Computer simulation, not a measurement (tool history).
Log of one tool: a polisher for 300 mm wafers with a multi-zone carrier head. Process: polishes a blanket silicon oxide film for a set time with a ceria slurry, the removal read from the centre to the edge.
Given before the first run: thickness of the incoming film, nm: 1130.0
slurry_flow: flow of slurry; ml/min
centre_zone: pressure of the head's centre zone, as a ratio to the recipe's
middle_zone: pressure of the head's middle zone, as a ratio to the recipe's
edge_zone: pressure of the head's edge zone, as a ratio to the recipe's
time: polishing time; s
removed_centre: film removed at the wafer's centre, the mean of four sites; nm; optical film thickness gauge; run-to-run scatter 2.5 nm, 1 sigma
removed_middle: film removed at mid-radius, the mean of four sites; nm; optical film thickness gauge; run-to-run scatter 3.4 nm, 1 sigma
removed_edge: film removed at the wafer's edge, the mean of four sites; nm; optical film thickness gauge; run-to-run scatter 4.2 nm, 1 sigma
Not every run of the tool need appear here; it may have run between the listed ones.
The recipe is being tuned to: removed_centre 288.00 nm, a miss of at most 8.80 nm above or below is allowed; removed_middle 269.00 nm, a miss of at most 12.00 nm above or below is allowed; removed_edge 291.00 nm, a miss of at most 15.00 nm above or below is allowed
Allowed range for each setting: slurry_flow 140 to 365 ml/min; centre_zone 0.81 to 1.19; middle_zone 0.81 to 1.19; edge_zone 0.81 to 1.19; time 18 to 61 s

Run 1, hour 0.0: slurry_flow 235 ml/min, centre_zone 1.00, middle_zone 1.00, edge_zone 1.00, time 39 s. Result: removed_centre 180.26 nm, removed_middle 182.77 nm, removed_edge 195.92 nm.
Run 2, hour 3.0: slurry_flow 240 ml/min, centre_zone 1.04, middle_zone 1.02, edge_zone 1.04, time 43 s. Result: removed_centre 208.10 nm, removed_middle 202.60 nm, removed_edge 221.59 nm.
Run 3, hour 4.3: slurry_flow 245 ml/min, centre_zone 1.07, middle_zone 1.05, edge_zone 1.06, time 46 s. Result: removed_centre 228.12 nm, removed_middle 227.92 nm, removed_edge 229.19 nm.
Run 4, hour 12.9: slurry_flow 195 ml/min, centre_zone 1.07, middle_zone 1.05, edge_zone 1.06, time 46 s. Result: removed_centre 219.68 nm, removed_middle 217.42 nm, removed_edge 233.85 nm.
Run 5, hour 20.0: slurry_flow 195 ml/min, centre_zone 1.07, middle_zone 1.05, edge_zone 1.06, time 40 s. Result: removed_centre 191.77 nm, removed_middle 192.04 nm, removed_edge 205.67 nm.
Run 6, hour 25.1: slurry_flow 190 ml/min, centre_zone 1.09, middle_zone 1.06, edge_zone 1.08, time 44 s. Result: removed_centre 210.85 nm, removed_middle 210.00 nm, removed_edge 227.28 nm.
Run 7, hour 31.2: slurry_flow 190 ml/min, centre_zone 1.11, middle_zone 1.06, edge_zone 1.10, time 47 s. Result: removed_centre 231.24 nm, removed_middle 219.59 nm, removed_edge 236.79 nm.
Run 8, hour 38.7: slurry_flow 180 ml/min, centre_zone 1.11, middle_zone 1.06, edge_zone 1.10, time 50 s. Result: removed_centre 243.24 nm, removed_middle 233.71 nm, removed_edge 252.57 nm.
Run 9, hour 47.7: slurry_flow 190 ml/min, centre_zone 1.11, middle_zone 1.06, edge_zone 1.11, time 52 s. Result: removed_centre 254.65 nm, removed_middle 249.82 nm, removed_edge 267.81 nm.
Run 10, hour 48.2: slurry_flow 200 ml/min, centre_zone 1.12, middle_zone 1.05, edge_zone 1.12, time 53 s. Result: removed_centre 267.61 nm, removed_middle 250.50 nm, removed_edge 273.93 nm.
Run 11, hour 54.5: slurry_flow 205 ml/min, centre_zone 1.12, middle_zone 1.05, edge_zone 1.13, time 54 s. Result: removed_centre 274.32 nm, removed_middle 265.70 nm, removed_edge 283.30 nm.
Run 12, hour 59.4: slurry_flow 210 ml/min, centre_zone 1.13, middle_zone 1.04, edge_zone 1.14, time 54 s. Result: removed_centre 277.50 nm, removed_middle 255.09 nm, removed_edge 286.13 nm.
Run 13, hour 68.1: slurry_flow 215 ml/min, centre_zone 1.13, middle_zone 1.05, edge_zone 1.14, time 54 s. Result: removed_centre 276.24 nm, removed_middle 259.00 nm, removed_edge 286.35 nm.
At hour 74.0: edge zone pressure recalibrated.
Run 14, hour 74.0: slurry_flow 220 ml/min, centre_zone 1.14, middle_zone 1.05, edge_zone 1.14, time 54 s. Result: removed_centre 282.21 nm, removed_middle 262.70 nm, removed_edge 271.03 nm.

4 next moves are on the table. One of them brings every result within its allowed miss. Which?
Run A, hour 79.9: slurry_flow 235 ml/min, centre_zone 1.11, middle_zone 1.15, edge_zone 0.98, time 56 s. Result: removed_centre ?, removed_middle ?, removed_edge ?.
Run B, hour 79.9: slurry_flow 285 ml/min, centre_zone 1.12, middle_zone 1.19, edge_zone 1.10, time 52 s. Result: removed_centre ?, removed_middle ?, removed_edge ?.
Run C, hour 79.9: slurry_flow 175 ml/min, centre_zone 1.04, middle_zone 1.01, edge_zone 1.12, time 59 s. Result: removed_centre ?, removed_middle ?, removed_edge ?.
Run D, hour 79.9: slurry_flow 210 ml/min, centre_zone 1.14, middle_zone 1.05, edge_zone 1.16, time 56 s. Result: removed_centre ?, removed_middle ?, removed_edge ?.

move  removed_centre  removed_middle  removed_edge
   A          284.82          302.59        263.15
   B          273.83          296.03        263.04
   C          266.66          272.57        286.77
   D          287.26          275.42        283.24
A: its largest miss is bigger than the last run's
B: its largest miss is bigger than the last run's
C: brings the result that was furthest off to its target, and leaves another outside
D: every result lands within tolerance
Answer: D
